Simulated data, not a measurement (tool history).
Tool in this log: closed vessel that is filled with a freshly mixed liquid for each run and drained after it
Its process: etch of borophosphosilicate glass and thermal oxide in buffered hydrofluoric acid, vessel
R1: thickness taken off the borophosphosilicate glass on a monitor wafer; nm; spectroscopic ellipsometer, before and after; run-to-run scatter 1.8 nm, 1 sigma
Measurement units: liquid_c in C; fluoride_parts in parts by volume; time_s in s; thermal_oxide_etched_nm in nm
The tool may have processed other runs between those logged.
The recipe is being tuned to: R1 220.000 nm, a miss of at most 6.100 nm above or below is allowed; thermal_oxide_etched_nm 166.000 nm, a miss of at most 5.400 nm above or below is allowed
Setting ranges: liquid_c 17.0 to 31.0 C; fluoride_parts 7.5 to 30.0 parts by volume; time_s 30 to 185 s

Run 1, hour 0.0: liquid_c 23.0 C, fluoride_parts 21.0 parts by volume, time_s 95 s. Result: R1 60.119 nm, thermal_oxide_etched_nm 45.507 nm.
Run 2, hour 3.0: liquid_c 23.0 C, fluoride_parts 21.0 parts by volume, time_s 125 s. Result: R1 79.084 nm, thermal_oxide_etched_nm 59.819 nm.
Run 3, hour 12.0: liquid_c 25.5 C, fluoride_parts 16.5 parts by volume, time_s 130 s. Result: R1 118.370 nm, thermal_oxide_etched_nm 88.084 nm.
Run 4, hour 16.5: liquid_c 27.5 C, fluoride_parts 14.0 parts by volume, time_s 130 s. Result: R1 153.450 nm, thermal_oxide_etched_nm 116.930 nm.
Run 5, hour 18.7: liquid_c 27.5 C, fluoride_parts 14.0 parts by volume, time_s 110 s. Result: R1 129.640 nm, thermal_oxide_etched_nm 98.464 nm.
Run 6, hour 20.0: liquid_c 30.0 C, fluoride_parts 14.0 parts by volume, time_s 110 s. Result: R1 147.720 nm, thermal_oxide_etched_nm 112.250 nm.
Run 7, hour 27.9: liquid_c 30.5 C, fluoride_parts 12.0 parts by volume, time_s 110 s. Result: R1 176.110 nm, thermal_oxide_etched_nm 133.880 nm.
Run 8, hour 33.3: liquid_c 30.5 C, fluoride_parts 11.0 parts by volume, time_s 110 s. Result: R1 190.460 nm, thermal_oxide_etched_nm 146.300 nm.
Run 9, hour 36.1: liquid_c 30.5 C, fluoride_parts 10.5 parts by volume, time_s 110 s. Result: R1 202.200 nm, thermal_oxide_etched_nm 153.030 nm.
Run 10, hour 40.9: liquid_c 30.5 C, fluoride_parts 10.0 parts by volume, time_s 110 s. Result: R1 213.240 nm, thermal_oxide_etched_nm 160.870 nm.

Of the 4 settings listed for the next run, only one would bring every result within its allowed miss of target. Which one?
Run A, hour 45.7: liquid_c 31.0 C, fluoride_parts 11.5 parts by volume, time_s 120 s. Result: R1 ?, thermal_oxide_etched_nm ?.
Run B, hour 45.7: liquid_c 30.5 C, fluoride_parts 10.0 parts by volume, time_s 115 s. Result: R1 ?, thermal_oxide_etched_nm ?.
Run C, hour 45.7: liquid_c 30.5 C, fluoride_parts 10.0 parts by volume, time_s 120 s. Result: R1 ?, thermal_oxide_etched_nm ?.
Run D, hour 45.7: liquid_c 28.5 C, fluoride_parts 10.5 parts by volume, time_s 145 s. Result: R1 ?, thermal_oxide_etched_nm ?.

move       R1  thermal_oxide_etched_nm
   A  208.180                  157.060
   B  222.900                  167.990
   C  232.590                  175.290
   D  241.430                  181.830
A: misses by more than the last run did
B: all results land within tolerance of their targets
C: pushes the last run's worst result past its target
D: pushes the last run's worst result past its target
Go with B: it meets all targets.
